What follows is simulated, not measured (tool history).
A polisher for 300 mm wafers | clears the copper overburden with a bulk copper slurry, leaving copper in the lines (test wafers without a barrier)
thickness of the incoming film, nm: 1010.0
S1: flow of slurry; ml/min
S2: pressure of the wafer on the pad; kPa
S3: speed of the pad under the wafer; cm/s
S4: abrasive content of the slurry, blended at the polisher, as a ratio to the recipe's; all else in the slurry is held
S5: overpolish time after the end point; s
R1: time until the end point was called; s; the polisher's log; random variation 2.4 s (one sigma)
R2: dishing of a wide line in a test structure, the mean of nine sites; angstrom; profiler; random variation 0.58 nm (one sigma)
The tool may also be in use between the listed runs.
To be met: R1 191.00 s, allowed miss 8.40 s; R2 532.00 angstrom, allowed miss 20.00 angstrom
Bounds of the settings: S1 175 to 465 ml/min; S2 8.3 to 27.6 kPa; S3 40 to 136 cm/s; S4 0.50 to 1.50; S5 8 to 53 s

run	hour	S1	S2	S3	S4	S5	R1	R2
1	0.0	295	17.9	88	1.00	27	121.31	931.37
2	6.3	295	15.9	88	1.00	23	135.33	815.57
3	9.1	295	14.5	88	1.00	20	142.80	698.66
4	16.0	295	13.1	88	1.00	20	155.11	677.05
5	21.3	295	12.4	88	1.00	19	159.09	637.68
6	27.0	295	11.7	88	1.00	19	165.81	634.03
7	34.5	295	11.0	88	1.00	18	169.70	571.61
8	42.5	295	9.0	86	1.00	20	200.30	565.45

5 next moves are on the table. One of them brings every result within its allowed miss. Which?
A	50.5	315	10.3	70	1.15	20	?	?
B	50.5	290	9.0	90	0.95	18	?	?
C	50.5	280	8.3	84	1.00	25	?	?
D	50.5	320	9.7	88	1.05	22	?	?
E	50.5	245	9.7	80	0.85	25	?	?

move	R1	R2
A	207.56	549.40
B	189.83	537.51
C	208.90	617.70
D	181.45	631.57
E	206.66	630.73
A: brings the result that was furthest off to its target, and leaves another outside
B: meets every target
C: further off than the last run
D: further off than the last run
E: further off than the last run
Answer: B
